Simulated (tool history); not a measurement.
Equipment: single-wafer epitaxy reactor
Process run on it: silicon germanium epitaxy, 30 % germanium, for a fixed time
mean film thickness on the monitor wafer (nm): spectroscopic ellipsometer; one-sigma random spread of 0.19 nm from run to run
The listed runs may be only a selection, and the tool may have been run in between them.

run    day  wafer temperature setpoint (pyrometer-controlled) (°C)  chamber pressure (mTorr)  mean film thickness on the monitor wafer (nm)
  1  0.000                                                     600                     26200                                         67.281
  2  0.183                                                     596                     26200                                         62.194
  3  0.429                                                     596                     28000                                         63.239
  4  0.771                                                     605                     28000                                         76.405
  5  1.079                                                     606                     28000                                         77.557
  6  1.200                                                     597                     28000                                         64.910
  7  1.412                                                     599                     28100                                         67.613
  8  1.604                                                     601                     28200                                         70.595

What will run 9 give?
  9  1.788                                                     602                     28200                                              ?

Run 9 produced mean film thickness on the monitor wafer (nm) 71.986.

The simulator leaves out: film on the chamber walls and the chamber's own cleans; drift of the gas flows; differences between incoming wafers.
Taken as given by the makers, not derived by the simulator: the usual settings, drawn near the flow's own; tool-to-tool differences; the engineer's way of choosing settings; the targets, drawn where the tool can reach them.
